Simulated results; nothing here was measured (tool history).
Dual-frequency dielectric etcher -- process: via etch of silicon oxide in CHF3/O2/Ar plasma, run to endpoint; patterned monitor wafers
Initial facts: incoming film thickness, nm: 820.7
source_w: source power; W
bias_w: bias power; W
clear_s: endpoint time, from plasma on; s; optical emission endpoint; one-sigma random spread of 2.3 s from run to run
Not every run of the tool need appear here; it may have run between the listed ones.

run,hour,source_w,bias_w,clear_s
1,0,820,174,325.15
2,4,760,174,343.66
3,8.9,810,174,329.31
4,17,810,162,338.75
5,21.7,750,162,346.82
6,24,680,162,363.18
7,27.8,710,164,353.8
8,31.7,740,166,346.19
# hour 36: source power generator calibrated
9,36,760,168,346.86

Run 10 comes next. What will it give?
10,39.3,760,168,?

{"run 10": {"clear_s": 345.13}}

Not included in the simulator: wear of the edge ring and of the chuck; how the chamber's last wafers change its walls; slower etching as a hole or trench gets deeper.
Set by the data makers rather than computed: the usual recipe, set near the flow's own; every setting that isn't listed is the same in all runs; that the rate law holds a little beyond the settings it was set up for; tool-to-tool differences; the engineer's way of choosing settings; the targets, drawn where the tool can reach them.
